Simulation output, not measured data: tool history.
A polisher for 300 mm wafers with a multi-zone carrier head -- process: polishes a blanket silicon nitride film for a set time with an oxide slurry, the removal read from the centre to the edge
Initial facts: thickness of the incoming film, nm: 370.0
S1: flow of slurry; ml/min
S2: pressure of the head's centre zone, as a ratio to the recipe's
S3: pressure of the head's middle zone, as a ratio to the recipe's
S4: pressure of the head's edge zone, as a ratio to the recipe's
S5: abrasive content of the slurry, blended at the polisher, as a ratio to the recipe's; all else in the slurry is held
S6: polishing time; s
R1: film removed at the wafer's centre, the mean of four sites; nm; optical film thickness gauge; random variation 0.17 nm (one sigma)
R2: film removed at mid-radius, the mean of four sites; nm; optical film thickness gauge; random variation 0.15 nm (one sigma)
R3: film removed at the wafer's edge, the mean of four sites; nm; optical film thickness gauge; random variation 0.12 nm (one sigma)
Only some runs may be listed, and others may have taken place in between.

Run 1, hour 0: S1 280 ml/min, S2 1, S3 1, S4 1, S5 1, S6 43 s. Result: R1 32.088 nm, R2 32.78 nm, R3 32.336 nm.
Run 2, hour 6: S1 280 ml/min, S2 1, S3 1, S4 1, S5 1, S6 51 s. Result: R1 38.131 nm, R2 37.921 nm, R3 38.688 nm.
Run 3, hour 11: S1 285 ml/min, S2 1.03, S3 0.97, S4 0.95, S5 0.85, S6 45 s. Result: R1 31.699 nm, R2 31.07 nm, R3 30.972 nm.
Run 4, hour 16.3: S1 285 ml/min, S2 1.03, S3 0.97, S4 0.95, S5 0.85, S6 49 s. Result: R1 34.884 nm, R2 33.93 nm, R3 33.387 nm.
Run 5, hour 17.2: S1 285 ml/min, S2 1.03, S3 0.97, S4 0.88, S5 0.85, S6 49 s. Result: R1 35.097 nm, R2 33.969 nm, R3 32.466 nm.
Run 6, hour 19.8: S1 285 ml/min, S2 1.03, S3 0.97, S4 0.88, S5 0.85, S6 58 s. Result: R1 41.556 nm, R2 40.228 nm, R3 38.484 nm.
Run 7, hour 22.8: S1 280 ml/min, S2 1.06, S3 0.94, S4 0.86, S5 0.75, S6 49 s. Result: R1 34.205 nm, R2 30.864 nm, R3 30.347 nm.
Run 8, hour 31.6: S1 310 ml/min, S2 1.11, S3 0.95, S4 0.82, S5 0.5, S6 37 s. Result: R1 22.017 nm, R2 19.32 nm, R3 18.267 nm.

Expected results for the next run?
Run 9, hour 38.2: S1 310 ml/min, S2 1.11, S3 0.94, S4 0.82, S5 0.5, S6 37 s. Result: R1 ?, R2 ?, R3 ?.

{"run 9": {"R1": 22.132, "R2": 19.03, "R3": 18.37}}

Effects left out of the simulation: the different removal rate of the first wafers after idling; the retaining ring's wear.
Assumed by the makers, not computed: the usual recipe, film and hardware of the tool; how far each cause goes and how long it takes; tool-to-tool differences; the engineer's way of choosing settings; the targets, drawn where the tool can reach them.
